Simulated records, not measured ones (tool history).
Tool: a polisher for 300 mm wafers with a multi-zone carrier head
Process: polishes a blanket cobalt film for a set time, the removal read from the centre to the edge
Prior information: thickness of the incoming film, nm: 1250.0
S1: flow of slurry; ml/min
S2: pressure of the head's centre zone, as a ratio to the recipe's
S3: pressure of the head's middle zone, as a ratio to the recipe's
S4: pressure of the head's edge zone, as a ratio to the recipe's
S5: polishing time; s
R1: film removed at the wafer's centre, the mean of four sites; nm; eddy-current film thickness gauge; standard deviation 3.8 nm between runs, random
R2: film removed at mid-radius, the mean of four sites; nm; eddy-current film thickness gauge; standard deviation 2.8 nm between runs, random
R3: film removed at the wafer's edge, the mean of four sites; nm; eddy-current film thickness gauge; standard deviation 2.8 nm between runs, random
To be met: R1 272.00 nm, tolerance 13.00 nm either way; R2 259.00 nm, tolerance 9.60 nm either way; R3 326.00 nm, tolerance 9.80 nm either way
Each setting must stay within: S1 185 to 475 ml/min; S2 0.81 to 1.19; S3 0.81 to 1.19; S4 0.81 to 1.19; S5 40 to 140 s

{"run": 1, "hour": 0.0, "S1": 305, "S2": 1.0, "S3": 1.0, "S4": 1.0, "S5": 90, "R1": 332.76, "R2": 302.35, "R3": 321.68}
{"run": 2, "hour": 8.4, "S1": 300, "S2": 0.96, "S3": 0.97, "S4": 1.02, "S5": 90, "R1": 324.85, "R2": 297.64, "R3": 321.82}
{"run": 3, "hour": 14.3, "S1": 300, "S2": 0.96, "S3": 0.97, "S4": 1.02, "S5": 110, "R1": 388.34, "R2": 363.07, "R3": 399.18}
{"run": 4, "hour": 15.6, "S1": 285, "S2": 0.92, "S3": 0.94, "S4": 1.05, "S5": 105, "R1": 358.77, "R2": 331.14, "R3": 382.42}
{"run": 5, "hour": 19.2, "S1": 285, "S2": 0.92, "S3": 0.94, "S4": 0.97, "S5": 105, "R1": 359.97, "R2": 341.34, "R3": 364.05}
{"run": 6, "hour": 20.9, "S1": 285, "S2": 0.92, "S3": 0.94, "S4": 0.97, "S5": 84, "R1": 279.39, "R2": 266.38, "R3": 301.69}
{"run": 7, "hour": 23.8, "S1": 280, "S2": 0.91, "S3": 0.93, "S4": 0.99, "S5": 85, "R1": 290.63, "R2": 271.35, "R3": 300.65}
{"run": 8, "hour": 31.5, "S1": 290, "S2": 0.89, "S3": 0.92, "S4": 1.04, "S5": 85, "R1": 278.32, "R2": 259.08, "R3": 309.89}
{"run": 9, "hour": 38.8, "S1": 290, "S2": 0.88, "S3": 0.92, "S4": 1.05, "S5": 86, "R1": 276.95, "R2": 270.29, "R3": 316.52}
{"run": 10, "hour": 44.2, "S1": 290, "S2": 0.88, "S3": 0.91, "S4": 1.06, "S5": 86, "R1": 280.81, "R2": 271.36, "R3": 313.0}

Below are 5 possible settings for the next run. Only one of them brings all results inside the allowed miss of their targets. Which is it?
{"run": "A", "hour": 49.6, "S1": 225, "S2": 0.92, "S3": 0.99, "S4": 1.06, "S5": 82, "R1": "?", "R2": "?", "R3": "?"}
{"run": "B", "hour": 49.6, "S1": 340, "S2": 0.82, "S3": 0.83, "S4": 1.08, "S5": 88, "R1": "?", "R2": "?", "R3": "?"}
{"run": "C", "hour": 49.6, "S1": 250, "S2": 0.81, "S3": 0.94, "S4": 1.06, "S5": 94, "R1": "?", "R2": "?", "R3": "?"}
{"run": "D", "hour": 49.6, "S1": 370, "S2": 0.86, "S3": 0.92, "S4": 1.02, "S5": 90, "R1": "?", "R2": "?", "R3": "?"}
{"run": "E", "hour": 49.6, "S1": 270, "S2": 0.92, "S3": 0.96, "S4": 1.06, "S5": 81, "R1": "?", "R2": "?", "R3": "?"}

move=A R1=267.31 R2=269.30 R3=293.03
move=B R1=264.49 R2=257.87 R3=325.25
move=C R1=272.20 R2=298.34 R3=338.37
move=D R1=285.73 R2=288.73 R3=326.50
move=E R1=268.40 R2=263.10 R3=292.86
A: moves away from the targets compared with the last run
B: every result lands within tolerance
C: the result that was furthest off in the last run now lies on the other side of its target
D: gets the furthest-off result to its target, but another result is out of tolerance
E: moves away from the targets compared with the last run
Go with B: it meets all targets.

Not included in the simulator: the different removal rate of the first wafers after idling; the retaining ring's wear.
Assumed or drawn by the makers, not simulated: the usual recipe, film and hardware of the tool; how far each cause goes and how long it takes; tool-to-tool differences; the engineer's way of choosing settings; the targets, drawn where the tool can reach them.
